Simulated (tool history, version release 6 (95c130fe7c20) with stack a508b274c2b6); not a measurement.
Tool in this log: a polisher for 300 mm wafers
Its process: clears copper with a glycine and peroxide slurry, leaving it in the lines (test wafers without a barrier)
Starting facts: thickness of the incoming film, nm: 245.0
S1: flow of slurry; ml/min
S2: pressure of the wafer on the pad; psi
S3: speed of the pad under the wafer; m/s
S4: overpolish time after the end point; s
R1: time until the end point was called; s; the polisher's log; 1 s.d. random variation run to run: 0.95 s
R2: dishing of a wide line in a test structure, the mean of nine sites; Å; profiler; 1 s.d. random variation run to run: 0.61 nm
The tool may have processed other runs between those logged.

run 1 hour=0.0 | S1=220 S2=1.7 S3=0.76 S4=14 | R1=95.623 R2=237.35
run 2 hour=1.0 | S1=220 S2=1.8 S3=0.76 S4=14 | R1=89.797 R2=236.78
run 3 hour=8.7 | S1=220 S2=1.9 S3=0.78 S4=15 | R1=87.910 R2=280.27
run 4 hour=12.7 | S1=220 S2=1.9 S3=0.62 S4=15 | R1=100.420 R2=238.01
run 5 hour=15.0 | S1=220 S2=1.9 S3=0.80 S4=15 | R1=83.235 R2=273.54
run 6 hour=22.3 | S1=220 S2=1.9 S3=0.80 S4=10 | R1=84.678 R2=192.23
run 7 hour=30.6 | S1=220 S2=2.0 S3=0.80 S4=11 | R1=82.390 R2=228.39

What will run 8 give?
run 8 hour=36.2 | S1=220 S2=2.1 S3=0.80 S4=12 | R1=? R2=?

R1: 77.290 s
R2: 238.49 Å
